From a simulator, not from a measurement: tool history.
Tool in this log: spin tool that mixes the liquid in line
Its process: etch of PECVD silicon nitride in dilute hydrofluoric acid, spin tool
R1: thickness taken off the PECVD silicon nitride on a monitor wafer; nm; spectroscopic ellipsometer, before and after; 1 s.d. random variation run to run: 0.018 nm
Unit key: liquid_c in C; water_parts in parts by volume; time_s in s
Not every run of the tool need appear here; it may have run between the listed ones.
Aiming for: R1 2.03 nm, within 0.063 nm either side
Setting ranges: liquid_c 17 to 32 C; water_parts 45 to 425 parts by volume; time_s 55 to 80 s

run 1 hour=0 | liquid_c=24 water_parts=235 time_s=80 | R1=1.6464
run 2 hour=2.3 | liquid_c=24 water_parts=300 time_s=80 | R1=1.2993
run 3 hour=6.7 | liquid_c=25 water_parts=300 time_s=80 | R1=1.3941
run 4 hour=7.4 | liquid_c=25.5 water_parts=300 time_s=80 | R1=1.416
run 5 hour=14.4 | liquid_c=25.5 water_parts=240 time_s=80 | R1=1.7622
run 6 hour=21.6 | liquid_c=23 water_parts=240 time_s=80 | R1=1.5224
run 7 hour=27.2 | liquid_c=23.5 water_parts=240 time_s=80 | R1=1.5806
run 8 hour=32.9 | liquid_c=24 water_parts=240 time_s=80 | R1=1.6189
-- hour=35.7 hydrofluoric acid flow meter replaced
run 9 hour=35.7 | liquid_c=24.5 water_parts=240 time_s=80 | R1=1.5349
run 10 hour=38 | liquid_c=25.5 water_parts=235 time_s=80 | R1=1.6794
run 11 hour=42.1 | liquid_c=25.5 water_parts=235 time_s=80 | R1=1.6688
run 12 hour=43.2 | liquid_c=26 water_parts=235 time_s=80 | R1=1.7317

Exactly one of the 5 candidate moves below puts every result within its allowed miss. Which one?
run A hour=44.3 | liquid_c=25 water_parts=190 time_s=80 | R1=?
run B hour=44.3 | liquid_c=29.5 water_parts=265 time_s=80 | R1=?
run C hour=44.3 | liquid_c=26.5 water_parts=220 time_s=80 | R1=?
run D hour=44.3 | liquid_c=22.5 water_parts=175 time_s=80 | R1=?
run E hour=44.3 | liquid_c=26 water_parts=200 time_s=55 | R1=?

move=A R1=2.0017
move=B R1=1.8813
move=C R1=1.8979
move=D R1=1.8511
move=E R1=1.3919
A: every result lands within tolerance
B: an improvement on the last run, though not all results are within tolerance
C: an improvement on the last run, though not all results are within tolerance
D: an improvement on the last run, though not all results are within tolerance
E: further off than the last run
A is the move that brings every result within its allowed miss.

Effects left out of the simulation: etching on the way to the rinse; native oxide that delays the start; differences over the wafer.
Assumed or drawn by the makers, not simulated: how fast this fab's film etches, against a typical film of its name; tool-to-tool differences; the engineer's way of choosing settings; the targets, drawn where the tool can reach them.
